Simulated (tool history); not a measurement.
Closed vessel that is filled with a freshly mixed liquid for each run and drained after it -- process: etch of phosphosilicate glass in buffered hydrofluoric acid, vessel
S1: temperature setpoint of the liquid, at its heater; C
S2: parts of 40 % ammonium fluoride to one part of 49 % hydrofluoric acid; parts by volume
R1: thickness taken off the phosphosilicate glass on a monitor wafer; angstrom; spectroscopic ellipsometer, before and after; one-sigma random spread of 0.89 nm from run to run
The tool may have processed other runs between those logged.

{"run": 1, "day": 0.0, "S1": 22, "S2": 9.5, "time in the liquid (s)": 85, "R1": 3572.8}
{"run": 2, "day": 0.146, "S1": 24, "S2": 9.5, "time in the liquid (s)": 85, "R1": 3939.6}
{"run": 3, "day": 0.296, "S1": 21.5, "S2": 11, "time in the liquid (s)": 85, "R1": 3032.4}
{"run": 4, "day": 0.479, "S1": 21.5, "S2": 11, "time in the liquid (s)": 85, "R1": 3051.2}
{"run": 5, "day": 0.792, "S1": 23, "S2": 11, "time in the liquid (s)": 85, "R1": 3294.5}
{"run": 6, "day": 0.929, "S1": 23, "S2": 11, "time in the liquid (s)": 90, "R1": 3450.7}

The next listed run, before its measurement:
{"run": 7, "day": 1.133, "S1": 21, "S2": 12.5, "time in the liquid (s)": 90, "R1": "?"}

Run 7 yielded R1 2739.7 angstrom.

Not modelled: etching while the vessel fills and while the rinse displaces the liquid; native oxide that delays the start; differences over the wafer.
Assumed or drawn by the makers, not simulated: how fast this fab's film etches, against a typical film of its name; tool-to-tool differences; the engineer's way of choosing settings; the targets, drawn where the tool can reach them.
